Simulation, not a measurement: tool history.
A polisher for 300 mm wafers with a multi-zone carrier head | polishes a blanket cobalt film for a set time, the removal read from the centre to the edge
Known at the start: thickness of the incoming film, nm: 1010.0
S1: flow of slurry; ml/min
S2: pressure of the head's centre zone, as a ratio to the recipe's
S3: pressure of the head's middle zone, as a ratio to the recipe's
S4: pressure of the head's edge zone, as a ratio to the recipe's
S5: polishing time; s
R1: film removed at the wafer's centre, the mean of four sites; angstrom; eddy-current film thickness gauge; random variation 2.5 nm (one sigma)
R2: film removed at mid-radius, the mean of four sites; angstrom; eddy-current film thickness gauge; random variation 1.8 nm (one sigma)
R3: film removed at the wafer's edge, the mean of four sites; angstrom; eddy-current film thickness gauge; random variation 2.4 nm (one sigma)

Run 1, day 0.000: S1 240 ml/min, S2 1.00, S3 1.00, S4 1.00, S5 62 s. Result: R1 3231.9 angstrom, R2 3148.9 angstrom, R3 2978.7 angstrom.
Run 2, day 0.146: S1 240 ml/min, S2 1.00, S3 1.00, S4 1.00, S5 77 s. Result: R1 3975.0 angstrom, R2 3897.1 angstrom, R3 3750.6 angstrom.
Run 3, day 0.396: S1 240 ml/min, S2 0.93, S3 1.00, S4 1.00, S5 77 s. Result: R1 3604.2 angstrom, R2 3922.3 angstrom, R3 3699.7 angstrom.
Run 4, day 0.488: S1 240 ml/min, S2 0.93, S3 1.00, S4 1.00, S5 70 s. Result: R1 3361.9 angstrom, R2 3481.7 angstrom, R3 3393.1 angstrom.
Run 5, day 0.688: S1 235 ml/min, S2 0.92, S3 1.00, S4 0.96, S5 57 s. Result: R1 2638.3 angstrom, R2 2881.1 angstrom, R3 2712.8 angstrom.
Run 6, day 0.725: S1 240 ml/min, S2 0.95, S3 0.98, S4 0.93, S5 49 s. Result: R1 2374.3 angstrom, R2 2450.1 angstrom, R3 2336.5 angstrom.
Run 7, day 1.000: S1 235 ml/min, S2 0.99, S3 0.95, S4 0.83, S5 33 s. Result: R1 1663.6 angstrom, R2 1575.3 angstrom, R3 1470.6 angstrom.
Run 8, day 1.096: S1 250 ml/min, S2 1.00, S3 0.97, S4 0.87, S5 33 s. Result: R1 1707.3 angstrom, R2 1624.4 angstrom, R3 1483.4 angstrom.
Run 9, day 1.146: S1 250 ml/min, S2 1.00, S3 0.98, S4 0.92, S5 34 s. Result: R1 1751.4 angstrom, R2 1732.9 angstrom, R3 1604.9 angstrom.
Run 10, day 1.312: S1 250 ml/min, S2 1.01, S3 0.98, S4 0.94, S5 35 s. Result: R1 1847.9 angstrom, R2 1760.3 angstrom, R3 1666.8 angstrom.

The next listed run, before its measurement:
Run 11, day 1.492: S1 250 ml/min, S2 1.01, S3 0.99, S4 0.96, S5 35 s. Result: R1 ?, R2 ?, R3 ?.

Run 11 gave R1 1807.3 angstrom, R2 1774.7 angstrom, R3 1662.7 angstrom.
